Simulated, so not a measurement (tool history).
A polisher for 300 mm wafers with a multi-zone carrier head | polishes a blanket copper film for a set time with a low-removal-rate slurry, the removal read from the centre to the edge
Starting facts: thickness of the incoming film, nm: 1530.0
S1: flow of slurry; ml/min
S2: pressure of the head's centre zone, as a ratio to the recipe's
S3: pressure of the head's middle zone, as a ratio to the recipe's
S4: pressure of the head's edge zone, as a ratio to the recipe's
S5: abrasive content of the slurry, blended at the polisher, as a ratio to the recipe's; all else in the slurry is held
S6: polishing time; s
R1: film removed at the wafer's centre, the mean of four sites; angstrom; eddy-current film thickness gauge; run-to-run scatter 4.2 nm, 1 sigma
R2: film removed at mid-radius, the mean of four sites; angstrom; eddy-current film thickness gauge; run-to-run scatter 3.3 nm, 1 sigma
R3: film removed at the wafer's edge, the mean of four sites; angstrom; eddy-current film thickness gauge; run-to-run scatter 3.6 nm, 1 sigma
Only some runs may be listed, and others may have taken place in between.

Run 1, hour 0.0: S1 140 ml/min, S2 1.00, S3 1.00, S4 1.00, S5 1.00, S6 57 s. Result: R1 2631.1 angstrom, R2 2620.5 angstrom, R3 2767.2 angstrom.
Run 2, hour 3.2: S1 150 ml/min, S2 1.03, S3 1.02, S4 1.02, S5 1.10, S6 58 s. Result: R1 2942.8 angstrom, R2 2857.3 angstrom, R3 3002.7 angstrom.
Run 3, hour 9.2: S1 160 ml/min, S2 1.05, S3 1.04, S4 1.05, S5 1.15, S6 58 s. Result: R1 3110.1 angstrom, R2 3022.1 angstrom, R3 3053.7 angstrom.
Run 4, hour 17.4: S1 160 ml/min, S2 1.05, S3 1.12, S4 1.05, S5 1.15, S6 58 s. Result: R1 3170.7 angstrom, R2 3227.8 angstrom, R3 3090.8 angstrom.
Run 5, hour 22.1: S1 160 ml/min, S2 0.99, S3 1.12, S4 1.05, S5 1.15, S6 58 s. Result: R1 2955.1 angstrom, R2 3254.7 angstrom, R3 3070.8 angstrom.
Run 6, hour 27.3: S1 160 ml/min, S2 0.99, S3 1.17, S4 1.05, S5 1.15, S6 58 s. Result: R1 2898.2 angstrom, R2 3319.0 angstrom, R3 3098.8 angstrom.

What will run 7 give?
At hour 32.2: slurry nozzle cleaned.
Run 7, hour 32.2: S1 160 ml/min, S2 1.01, S3 1.14, S4 1.07, S5 1.20, S6 59 s. Result: R1 ?, R2 ?, R3 ?.

R1: 3591.7 angstrom
R2: 3906.5 angstrom
R3: 3497.5 angstrom
